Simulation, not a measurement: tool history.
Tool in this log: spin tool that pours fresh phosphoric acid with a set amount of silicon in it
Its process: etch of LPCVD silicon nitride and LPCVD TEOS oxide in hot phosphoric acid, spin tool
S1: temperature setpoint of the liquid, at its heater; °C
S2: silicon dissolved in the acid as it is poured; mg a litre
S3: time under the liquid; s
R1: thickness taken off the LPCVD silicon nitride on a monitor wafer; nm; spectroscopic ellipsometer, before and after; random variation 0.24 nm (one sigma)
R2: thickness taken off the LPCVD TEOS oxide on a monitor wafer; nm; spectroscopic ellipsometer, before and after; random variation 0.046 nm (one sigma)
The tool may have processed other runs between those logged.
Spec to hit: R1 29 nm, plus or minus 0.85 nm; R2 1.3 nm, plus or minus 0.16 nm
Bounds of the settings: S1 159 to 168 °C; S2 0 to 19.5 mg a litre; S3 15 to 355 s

run 1 hour=0 | S1=164 S2=8.5 S3=180 | R1=16.601 R2=0.70434
run 2 hour=7.9 | S1=164.5 S2=9 S3=200 | R1=18.82 R2=0.75305
run 3 hour=9.1 | S1=164.5 S2=9 S3=245 | R1=22.789 R2=0.97674
run 4 hour=17.5 | S1=165 S2=9 S3=250 | R1=23.82 R2=1.0168
run 5 hour=19.8 | S1=163.5 S2=9 S3=250 | R1=22.778 R2=0.97178
run 6 hour=20.7 | S1=162 S2=9 S3=250 | R1=21.933 R2=0.80642
run 7 hour=22.8 | S1=164.5 S2=11 S3=295 | R1=27.276 R2=1.0885
run 8 hour=24.2 | S1=165 S2=10.5 S3=295 | R1=28.168 R2=1.2174

Pick the move, out of 5, that brings all results within their allowed miss; only one does.
run A hour=25.6 | S1=166.5 S2=5.5 S3=270 | R1=? R2=?
run B hour=25.6 | S1=165 S2=9.5 S3=285 | R1=? R2=?
run C hour=25.6 | S1=163.5 S2=13.5 S3=335 | R1=? R2=?
run D hour=25.6 | S1=166 S2=3 S3=275 | R1=? R2=?
run E hour=25.6 | S1=165 S2=7 S3=305 | R1=? R2=?

move=A R1=26.758 R2=1.3179
move=B R1=26.892 R2=1.1475
move=C R1=30.086 R2=1.1032
move=D R1=26.812 R2=1.3602
move=E R1=28.779 R2=1.2955
A: further off than the last run
B: further off than the last run
C: carries the result that was furthest off beyond its target, to the other side
D: further off than the last run
E: meets every target
Move E is the one to make.

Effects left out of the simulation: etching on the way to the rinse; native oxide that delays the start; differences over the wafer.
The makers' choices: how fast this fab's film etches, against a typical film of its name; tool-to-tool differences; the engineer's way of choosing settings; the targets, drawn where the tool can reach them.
